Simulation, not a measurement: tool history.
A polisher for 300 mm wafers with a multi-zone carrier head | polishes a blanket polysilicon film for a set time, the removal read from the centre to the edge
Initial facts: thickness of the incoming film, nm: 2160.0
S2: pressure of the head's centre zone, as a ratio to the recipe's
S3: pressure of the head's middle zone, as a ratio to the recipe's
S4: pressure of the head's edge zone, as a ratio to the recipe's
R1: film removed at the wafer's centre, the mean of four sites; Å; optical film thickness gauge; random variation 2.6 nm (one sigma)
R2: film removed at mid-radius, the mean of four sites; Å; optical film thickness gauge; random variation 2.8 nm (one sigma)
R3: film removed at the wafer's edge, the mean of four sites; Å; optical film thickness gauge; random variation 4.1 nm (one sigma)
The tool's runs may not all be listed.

Run 1, hour 0: flow of slurry (ml/min) 165, S2 1, S3 1, S4 1, polishing time (s) 63. Result: R1 3999.9 Å, R2 4011.6 Å, R3 3934.3 Å.
Run 2, hour 8.9: flow of slurry (ml/min) 160, S2 0.98, S3 1.01, S4 0.98, polishing time (s) 63. Result: R1 3915.2 Å, R2 4084 Å, R3 3898.6 Å.
Run 3, hour 17.3: flow of slurry (ml/min) 160, S2 1.01, S3 1.01, S4 0.98, polishing time (s) 63. Result: R1 3982.2 Å, R2 4119.6 Å, R3 3900.5 Å.
Run 4, hour 21.6: flow of slurry (ml/min) 160, S2 1.01, S3 1.09, S4 0.98, polishing time (s) 63. Result: R1 4006.8 Å, R2 4318.8 Å, R3 3920.6 Å.
Run 5, hour 27.3: flow of slurry (ml/min) 160, S2 1.01, S3 1.09, S4 1.04, polishing time (s) 63. Result: R1 4082.5 Å, R2 4354.3 Å, R3 4012.4 Å.
Run 6, hour 31.5: flow of slurry (ml/min) 160, S2 1.01, S3 1.09, S4 0.98, polishing time (s) 63. Result: R1 4055.2 Å, R2 4325.3 Å, R3 3859.7 Å.
Run 7, hour 37.4: flow of slurry (ml/min) 155, S2 0.99, S3 1.08, S4 0.96, polishing time (s) 63. Result: R1 3945.3 Å, R2 4276 Å, R3 3915.3 Å.
Run 8, hour 41.2: flow of slurry (ml/min) 155, S2 0.97, S3 1.09, S4 0.95, polishing time (s) 62. Result: R1 3744.7 Å, R2 4270.5 Å, R3 3754 Å.
Run 9, hour 43.8: flow of slurry (ml/min) 150, S2 0.96, S3 1.08, S4 0.94, polishing time (s) 62. Result: R1 3703.9 Å, R2 4240.1 Å, R3 3663.7 Å.
Run 10, hour 49.5: flow of slurry (ml/min) 145, S2 0.94, S3 1.06, S4 0.95, polishing time (s) 62. Result: R1 3610 Å, R2 4094.6 Å, R3 3626.9 Å.
Run 11, hour 50.6: flow of slurry (ml/min) 145, S2 0.94, S3 1.06, S4 0.95, polishing time (s) 62. Result: R1 3587.8 Å, R2 4075.3 Å, R3 3658.5 Å.

Run 12 has not been measured yet. What should we expect?
Run 12, hour 58.2: flow of slurry (ml/min) 140, S2 0.93, S3 1.06, S4 0.95, polishing time (s) 62. Result: R1 ?, R2 ?, R3 ?.

R1: 3513.9 Å
R2: 4052.9 Å
R3: 3743.9 Å
